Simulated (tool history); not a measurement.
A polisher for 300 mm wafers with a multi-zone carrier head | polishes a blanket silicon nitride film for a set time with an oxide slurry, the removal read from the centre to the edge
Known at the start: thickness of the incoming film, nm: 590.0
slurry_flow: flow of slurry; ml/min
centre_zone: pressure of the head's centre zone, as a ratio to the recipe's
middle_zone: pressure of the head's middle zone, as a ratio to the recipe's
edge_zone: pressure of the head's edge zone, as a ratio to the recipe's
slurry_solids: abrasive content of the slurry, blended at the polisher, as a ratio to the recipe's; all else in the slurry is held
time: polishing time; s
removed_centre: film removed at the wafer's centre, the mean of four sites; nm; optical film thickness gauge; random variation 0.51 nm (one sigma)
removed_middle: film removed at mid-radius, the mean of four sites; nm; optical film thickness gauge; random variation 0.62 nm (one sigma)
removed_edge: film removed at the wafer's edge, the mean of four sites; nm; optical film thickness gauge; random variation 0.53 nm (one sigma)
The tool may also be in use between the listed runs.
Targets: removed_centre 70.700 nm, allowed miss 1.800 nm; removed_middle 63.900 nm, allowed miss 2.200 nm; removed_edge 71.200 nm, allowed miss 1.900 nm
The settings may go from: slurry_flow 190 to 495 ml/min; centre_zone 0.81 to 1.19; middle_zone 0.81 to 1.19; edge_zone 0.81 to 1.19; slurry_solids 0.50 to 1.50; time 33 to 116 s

{"run": 1, "hour": 0.0, "slurry_flow": 320, "centre_zone": 1.0, "middle_zone": 1.0, "edge_zone": 1.0, "slurry_solids": 1.0, "time": 74, "removed_centre": 47.969, "removed_middle": 47.624, "removed_edge": 47.963}
{"run": 2, "hour": 1.1, "slurry_flow": 320, "centre_zone": 1.01, "middle_zone": 1.0, "edge_zone": 1.02, "slurry_solids": 1.05, "time": 75, "removed_centre": 50.363, "removed_middle": 50.588, "removed_edge": 50.295}
{"run": 3, "hour": 7.1, "slurry_flow": 320, "centre_zone": 1.02, "middle_zone": 0.98, "edge_zone": 1.04, "slurry_solids": 1.1, "time": 76, "removed_centre": 53.751, "removed_middle": 51.256, "removed_edge": 54.029}
{"run": 4, "hour": 11.4, "slurry_flow": 325, "centre_zone": 1.03, "middle_zone": 0.99, "edge_zone": 1.06, "slurry_solids": 1.15, "time": 76, "removed_centre": 56.193, "removed_middle": 52.816, "removed_edge": 56.228}
{"run": 5, "hour": 17.7, "slurry_flow": 370, "centre_zone": 1.03, "middle_zone": 0.99, "edge_zone": 1.06, "slurry_solids": 1.15, "time": 76, "removed_centre": 56.634, "removed_middle": 54.851, "removed_edge": 55.968}
{"run": 6, "hour": 25.8, "slurry_flow": 370, "centre_zone": 1.11, "middle_zone": 0.99, "edge_zone": 1.06, "slurry_solids": 1.15, "time": 76, "removed_centre": 61.428, "removed_middle": 54.162, "removed_edge": 55.718}
{"run": 7, "hour": 27.6, "slurry_flow": 365, "centre_zone": 1.1, "middle_zone": 0.99, "edge_zone": 1.07, "slurry_solids": 1.2, "time": 76, "removed_centre": 61.517, "removed_middle": 55.603, "removed_edge": 56.816}
{"run": 8, "hour": 33.2, "slurry_flow": 365, "centre_zone": 1.1, "middle_zone": 0.99, "edge_zone": 1.09, "slurry_solids": 1.25, "time": 76, "removed_centre": 63.733, "removed_middle": 55.959, "removed_edge": 58.941}
{"run": 9, "hour": 40.3, "slurry_flow": 370, "centre_zone": 1.09, "middle_zone": 0.99, "edge_zone": 1.1, "slurry_solids": 1.3, "time": 76, "removed_centre": 63.859, "removed_middle": 57.612, "removed_edge": 61.067}
{"run": 10, "hour": 42.9, "slurry_flow": 375, "centre_zone": 1.09, "middle_zone": 0.99, "edge_zone": 1.11, "slurry_solids": 1.35, "time": 76, "removed_centre": 65.091, "removed_middle": 58.269, "removed_edge": 61.832}
{"hour": 49.3, "done": "edge zone pressure recalibrated"}
{"run": 11, "hour": 49.3, "slurry_flow": 375, "centre_zone": 1.09, "middle_zone": 0.99, "edge_zone": 1.12, "slurry_solids": 1.35, "time": 76, "removed_centre": 65.434, "removed_middle": 59.751, "removed_edge": 65.229}
{"run": 12, "hour": 56.9, "slurry_flow": 380, "centre_zone": 1.1, "middle_zone": 0.99, "edge_zone": 1.13, "slurry_solids": 1.35, "time": 76, "removed_centre": 65.318, "removed_middle": 59.178, "removed_edge": 65.595}
{"run": 13, "hour": 64.6, "slurry_flow": 380, "centre_zone": 1.1, "middle_zone": 0.99, "edge_zone": 1.13, "slurry_solids": 1.35, "time": 76, "removed_centre": 65.783, "removed_middle": 58.706, "removed_edge": 64.679}
{"run": 14, "hour": 66.9, "slurry_flow": 385, "centre_zone": 1.1, "middle_zone": 1.0, "edge_zone": 1.14, "slurry_solids": 1.35, "time": 76, "removed_centre": 66.706, "removed_middle": 59.481, "removed_edge": 65.531}
{"run": 15, "hour": 69.5, "slurry_flow": 390, "centre_zone": 1.1, "middle_zone": 1.01, "edge_zone": 1.15, "slurry_solids": 1.35, "time": 76, "removed_centre": 65.547, "removed_middle": 59.636, "removed_edge": 66.99}
{"run": 16, "hour": 78.2, "slurry_flow": 395, "centre_zone": 1.11, "middle_zone": 1.02, "edge_zone": 1.15, "slurry_solids": 1.35, "time": 76, "removed_centre": 67.722, "removed_middle": 60.243, "removed_edge": 65.619}
{"run": 17, "hour": 81.6, "slurry_flow": 400, "centre_zone": 1.11, "middle_zone": 1.02, "edge_zone": 1.16, "slurry_solids": 1.35, "time": 76, "removed_centre": 66.789, "removed_middle": 60.517, "removed_edge": 66.978}
{"run": 18, "hour": 82.6, "slurry_flow": 405, "centre_zone": 1.11, "middle_zone": 1.02, "edge_zone": 1.16, "slurry_solids": 1.35, "time": 76, "removed_centre": 67.334, "removed_middle": 59.674, "removed_edge": 66.272}

5 next moves are on the table. One of them brings every result within its allowed miss. Which?
{"run": "A", "hour": 83.6, "slurry_flow": 485, "centre_zone": 1.07, "middle_zone": 1.13, "edge_zone": 0.96, "slurry_solids": 1.3, "time": 77, "removed_centre": "?", "removed_middle": "?", "removed_edge": "?"}
{"run": "B", "hour": 83.6, "slurry_flow": 425, "centre_zone": 1.15, "middle_zone": 1.08, "edge_zone": 1.07, "slurry_solids": 1.25, "time": 74, "removed_centre": "?", "removed_middle": "?", "removed_edge": "?"}
{"run": "C", "hour": 83.6, "slurry_flow": 430, "centre_zone": 1.12, "middle_zone": 1.02, "edge_zone": 1.19, "slurry_solids": 1.35, "time": 80, "removed_centre": "?", "removed_middle": "?", "removed_edge": "?"}
{"run": "D", "hour": 83.6, "slurry_flow": 350, "centre_zone": 1.19, "middle_zone": 0.95, "edge_zone": 1.19, "slurry_solids": 1.3, "time": 79, "removed_centre": "?", "removed_middle": "?", "removed_edge": "?"}
{"run": "E", "hour": 83.6, "slurry_flow": 315, "centre_zone": 1.05, "middle_zone": 1.0, "edge_zone": 0.9, "slurry_solids": 1.5, "time": 77, "removed_centre": "?", "removed_middle": "?", "removed_edge": "?"}

move=A removed_centre=65.033 removed_middle=67.301 removed_edge=60.561
move=B removed_centre=65.239 removed_middle=60.438 removed_edge=59.433
move=C removed_centre=71.359 removed_middle=64.690 removed_edge=70.154
move=D removed_centre=72.218 removed_middle=58.118 removed_edge=67.247
move=E removed_centre=65.505 removed_middle=62.543 removed_edge=61.383
A: further off than the last run
B: further off than the last run
C: meets every target
D: as far off as the last run
E: further off than the last run
Move C is the one to make.
